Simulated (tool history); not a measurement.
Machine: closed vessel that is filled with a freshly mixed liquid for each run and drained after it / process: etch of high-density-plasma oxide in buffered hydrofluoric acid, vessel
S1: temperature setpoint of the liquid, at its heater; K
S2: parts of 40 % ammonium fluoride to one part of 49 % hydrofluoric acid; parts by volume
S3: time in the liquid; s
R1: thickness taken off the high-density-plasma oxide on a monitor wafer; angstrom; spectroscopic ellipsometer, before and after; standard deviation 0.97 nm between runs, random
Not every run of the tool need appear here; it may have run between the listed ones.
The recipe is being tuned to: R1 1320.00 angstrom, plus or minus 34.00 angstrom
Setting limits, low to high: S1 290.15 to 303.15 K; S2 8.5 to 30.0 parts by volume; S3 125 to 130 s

run    day      S1    S2   S3       R1
  1  0.000  295.15  23.5  125   885.05
  2  0.196  293.65  23.5  125   825.89
  3  0.529  290.65  23.5  125   691.73
  4  0.888  292.15  23.5  125   767.70
  5  1.221  292.15  19.0  125   880.84
  6  1.583  295.65  19.0  125  1060.10
  7  1.625  296.15  19.0  125  1097.50
  8  1.862  296.65  19.0  125  1134.50
  9  2.167  297.15  19.0  125  1175.90
 10  2.317  297.65  19.0  125  1192.70
 11  2.425  300.15  19.0  125  1376.20

Which one of the following 5 next-run settings gets every result inside its allowed miss? There is exactly one.
  A  2.533  299.15  20.0  130   ?
  B  2.533  300.15  17.5  125   ?
  C  2.533  302.15  21.0  130   ?
  D  2.533  298.65  17.5  130   ?
  E  2.533  300.65  19.5  130   ?

move       R1
   A  1312.70
   B  1487.10
   C  1491.10
   D  1426.40
   E  1448.10
A: every result lands within tolerance
B: its largest miss is bigger than the last run's
C: its largest miss is bigger than the last run's
D: its largest miss is bigger than the last run's
E: its largest miss is bigger than the last run's
A meets every target.
